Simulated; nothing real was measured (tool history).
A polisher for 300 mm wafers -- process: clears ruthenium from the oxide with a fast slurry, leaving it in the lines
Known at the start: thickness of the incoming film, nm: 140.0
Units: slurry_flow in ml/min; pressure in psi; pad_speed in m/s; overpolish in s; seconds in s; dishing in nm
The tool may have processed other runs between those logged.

run  hour  slurry_flow  pressure  pad_speed  slurry_solids  overpolish  seconds  dishing
  1   0.0          220       1.7       0.98            1.0          16   61.594   32.105
  2   7.9          175       1.7       0.98            1.0          16   63.114   31.001
  3  12.1          180       1.7       0.94            1.0          15   66.281   28.188
  4  12.8          180       1.7       1.14            1.0          15   54.324   33.824
  5  15.0          180       1.7       1.04            1.0          15   58.548   31.538
  6  18.8          180       1.6       1.00            1.0          14   64.089   26.801
  7  27.7          180       1.5       0.96            1.0          13   73.361   22.838
  8  30.1          180       1.5       0.94            1.0          12   73.493   21.002
  9  37.1          180       1.5       0.94            1.0          12   73.767   20.634

The next listed run, before its measurement:
 10  43.6          180       1.4       0.94            1.0          12        ?        ?

{"run 10": {"seconds": 76.905, "dishing": 19.282}}
